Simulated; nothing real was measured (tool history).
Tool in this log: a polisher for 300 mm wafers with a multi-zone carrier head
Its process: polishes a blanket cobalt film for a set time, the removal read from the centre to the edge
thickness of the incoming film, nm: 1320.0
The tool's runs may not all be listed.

run	day	flow of slurry (ml/min)	pressure of the head's centre zone	pressure of the head's middle zone	pressure of the head's edge zone	polishing time (s)	film removed at the wafer's centre (Å)	film removed at mid-radius (Å)	film removed at the wafer's edge (Å)
1	0.000	220	1.00	1.00	1.00	74	3373.7	3058.3	3037.3
2	0.288	220	1.00	1.00	0.96	74	3380.2	3063.1	3033.3
3	0.342	220	1.00	1.00	1.03	74	3333.4	3073.0	3059.1
4	0.421	220	1.00	0.92	1.03	74	3396.9	2889.8	3091.4
5	0.533	170	1.00	0.92	1.03	74	3177.3	2741.8	2981.7
6	0.646	170	0.99	0.92	1.02	70	3025.9	2590.8	2844.0

What will run 7 give?
7	0.925	170	0.98	0.93	1.01	67	?	?	?

film removed at the wafer's centre (Å): 2816.3
film removed at mid-radius (Å): 2504.8
film removed at the wafer's edge (Å): 2707.4
